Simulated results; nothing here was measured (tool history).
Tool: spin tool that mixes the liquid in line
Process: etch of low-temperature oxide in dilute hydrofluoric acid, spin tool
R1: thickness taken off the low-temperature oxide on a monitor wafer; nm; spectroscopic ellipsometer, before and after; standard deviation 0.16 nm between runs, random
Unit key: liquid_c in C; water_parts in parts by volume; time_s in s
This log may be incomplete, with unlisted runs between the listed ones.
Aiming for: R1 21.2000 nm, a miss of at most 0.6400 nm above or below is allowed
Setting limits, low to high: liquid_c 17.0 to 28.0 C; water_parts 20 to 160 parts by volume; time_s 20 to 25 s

{"run": 1, "day": 0.0, "liquid_c": 20.0, "water_parts": 90, "time_s": 25, "R1": 6.7381}
{"run": 2, "day": 0.254, "liquid_c": 20.0, "water_parts": 75, "time_s": 25, "R1": 8.2117}
{"run": 3, "day": 0.375, "liquid_c": 22.5, "water_parts": 60, "time_s": 25, "R1": 11.807}
{"run": 4, "day": 0.433, "liquid_c": 21.0, "water_parts": 60, "time_s": 25, "R1": 11.155}
{"run": 5, "day": 0.758, "liquid_c": 21.0, "water_parts": 90, "time_s": 25, "R1": 7.0898}
{"run": 6, "day": 0.825, "liquid_c": 23.0, "water_parts": 75, "time_s": 25, "R1": 9.3046}
{"run": 7, "day": 1.083, "liquid_c": 24.5, "water_parts": 60, "time_s": 25, "R1": 12.661}
{"run": 8, "day": 1.342, "liquid_c": 28.0, "water_parts": 30, "time_s": 25, "R1": 30.347}
{"run": 9, "day": 1.679, "liquid_c": 26.5, "water_parts": 30, "time_s": 25, "R1": 28.771}
{"run": 10, "day": 2.017, "liquid_c": 25.0, "water_parts": 30, "time_s": 25, "R1": 26.81}
{"run": 11, "day": 2.342, "liquid_c": 23.5, "water_parts": 30, "time_s": 25, "R1": 25.21}
{"run": 12, "day": 2.654, "liquid_c": 22.0, "water_parts": 30, "time_s": 25, "R1": 23.953}
{"run": 13, "day": 2.9, "liquid_c": 18.5, "water_parts": 30, "time_s": 25, "R1": 20.502}

Of the 4 settings listed for the next run, only one would bring every result within its allowed miss of target. Which one?
{"run": "A", "day": 3.146, "liquid_c": 20.5, "water_parts": 35, "time_s": 25, "R1": "?"}
{"run": "B", "day": 3.146, "liquid_c": 19.5, "water_parts": 30, "time_s": 25, "R1": "?"}
{"run": "C", "day": 3.146, "liquid_c": 18.0, "water_parts": 30, "time_s": 25, "R1": "?"}
{"run": "D", "day": 3.146, "liquid_c": 17.5, "water_parts": 30, "time_s": 25, "R1": "?"}

move=A R1=19.0750
move=B R1=21.4470
move=C R1=20.0920
move=D R1=19.6560
A: its largest miss is bigger than the last run's
B: every result within its allowed miss
C: its largest miss is bigger than the last run's
D: its largest miss is bigger than the last run's
Correct choice: B, which meets every target
